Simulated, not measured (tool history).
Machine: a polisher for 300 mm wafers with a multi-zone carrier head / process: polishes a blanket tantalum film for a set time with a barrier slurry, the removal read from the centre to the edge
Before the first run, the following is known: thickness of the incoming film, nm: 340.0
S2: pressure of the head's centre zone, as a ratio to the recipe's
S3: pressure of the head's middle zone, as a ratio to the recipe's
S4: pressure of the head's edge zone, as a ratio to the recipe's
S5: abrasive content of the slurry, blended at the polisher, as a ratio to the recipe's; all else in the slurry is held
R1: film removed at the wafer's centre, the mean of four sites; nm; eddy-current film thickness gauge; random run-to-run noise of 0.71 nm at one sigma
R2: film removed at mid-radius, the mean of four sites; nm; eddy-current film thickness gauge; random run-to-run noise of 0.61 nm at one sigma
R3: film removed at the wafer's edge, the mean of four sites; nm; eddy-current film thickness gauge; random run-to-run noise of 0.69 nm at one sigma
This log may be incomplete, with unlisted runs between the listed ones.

run 1 hour=0 | flow_of_slurry_(ml/min)=165 S2=1 S3=1 S4=1 S5=1 polishing_time_(s)=45 | R1=100.53 R2=97.67 R3=99.761
run 2 hour=3.4 | flow_of_slurry_(ml/min)=165 S2=1.05 S3=1 S4=1 S5=1 polishing_time_(s)=45 | R1=105.48 R2=98.56 R3=99.617
run 3 hour=5.4 | flow_of_slurry_(ml/min)=155 S2=1.05 S3=0.97 S4=0.98 S5=1 polishing_time_(s)=45 | R1=105.33 R2=94.698 R3=97.642
run 4 hour=13.4 | flow_of_slurry_(ml/min)=115 S2=1.05 S3=0.97 S4=0.98 S5=1 polishing_time_(s)=45 | R1=99.289 R2=91.495 R3=95.84
run 5 hour=15.5 | flow_of_slurry_(ml/min)=115 S2=1.05 S3=0.95 S4=0.97 S5=1 polishing_time_(s)=45 | R1=99.658 R2=90.152 R3=92.71
run 6 hour=24 | flow_of_slurry_(ml/min)=115 S2=1.05 S3=0.93 S4=0.98 S5=1 polishing_time_(s)=45 | R1=98.407 R2=88.813 R3=94.57
run 7 hour=25.2 | flow_of_slurry_(ml/min)=115 S2=1.05 S3=0.91 S4=0.97 S5=1 polishing_time_(s)=45 | R1=99.763 R2=87.183 R3=94.143

Expected results for the next run?
run 8 hour=26.8 | flow_of_slurry_(ml/min)=115 S2=1.05 S3=0.9 S4=0.96 S5=1 polishing_time_(s)=45 | R1=? R2=? R3=?

Run 8 gave R1 99.625 nm, R2 85.486 nm, R3 93.997 nm.
